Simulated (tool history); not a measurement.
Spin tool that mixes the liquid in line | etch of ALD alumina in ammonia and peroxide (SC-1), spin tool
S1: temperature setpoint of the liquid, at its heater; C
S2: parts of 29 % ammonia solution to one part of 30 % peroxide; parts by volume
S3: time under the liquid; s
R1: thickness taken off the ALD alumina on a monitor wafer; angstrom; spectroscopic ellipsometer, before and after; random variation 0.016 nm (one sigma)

Run 1, hour 0.0: S1 53 C, S2 0.80 parts by volume, S3 35 s. Result: R1 21.122 angstrom.
Run 2, hour 4.0: S1 58 C, S2 0.80 parts by volume, S3 35 s. Result: R1 27.540 angstrom.
Run 3, hour 11.3: S1 58 C, S2 0.80 parts by volume, S3 35 s. Result: R1 27.151 angstrom.
Run 4, hour 19.1: S1 58 C, S2 1.05 parts by volume, S3 35 s. Result: R1 27.994 angstrom.
Run 5, hour 23.3: S1 63 C, S2 1.05 parts by volume, S3 35 s. Result: R1 36.090 angstrom.
Run 6, hour 26.6: S1 63 C, S2 1.20 parts by volume, S3 35 s. Result: R1 36.814 angstrom.

Run 7 comes next. What will it give?
Run 7, hour 27.4: S1 62 C, S2 1.20 parts by volume, S3 35 s. Result: R1 ?.

{"run 7": {"R1": 34.9}}

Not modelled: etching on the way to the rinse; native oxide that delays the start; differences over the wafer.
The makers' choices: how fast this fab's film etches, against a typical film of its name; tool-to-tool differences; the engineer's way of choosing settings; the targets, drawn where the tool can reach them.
